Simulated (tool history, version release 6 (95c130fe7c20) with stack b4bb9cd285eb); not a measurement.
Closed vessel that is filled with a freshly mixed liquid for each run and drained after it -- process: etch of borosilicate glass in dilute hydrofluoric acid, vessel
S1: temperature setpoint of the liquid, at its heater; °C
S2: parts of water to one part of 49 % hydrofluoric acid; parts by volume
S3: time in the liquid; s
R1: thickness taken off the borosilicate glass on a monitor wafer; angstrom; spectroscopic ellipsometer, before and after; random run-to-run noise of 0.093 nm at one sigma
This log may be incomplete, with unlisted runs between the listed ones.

| run | hour | S1 | S2 | S3 | R1 |
|---|---|---|---|---|---|
| 1 | 0.0 | 24.0 | 270 | 240 | 162.670 |
| 2 | 7.6 | 22.5 | 285 | 240 | 144.310 |
| 3 | 16.3 | 21.5 | 295 | 240 | 134.110 |
| 4 | 21.3 | 20.5 | 305 | 240 | 125.230 |
| 5 | 24.5 | 20.5 | 360 | 240 | 100.230 |
| 6 | 25.3 | 20.5 | 360 | 175 | 73.725 |
| 7 | 31.8 | 23.0 | 355 | 175 | 80.724 |

Predict the results of run 8:
| 8 | 38.1 | 23.0 | 345 | 175 | ? |

{"run 8": {"R1": 84.369}}
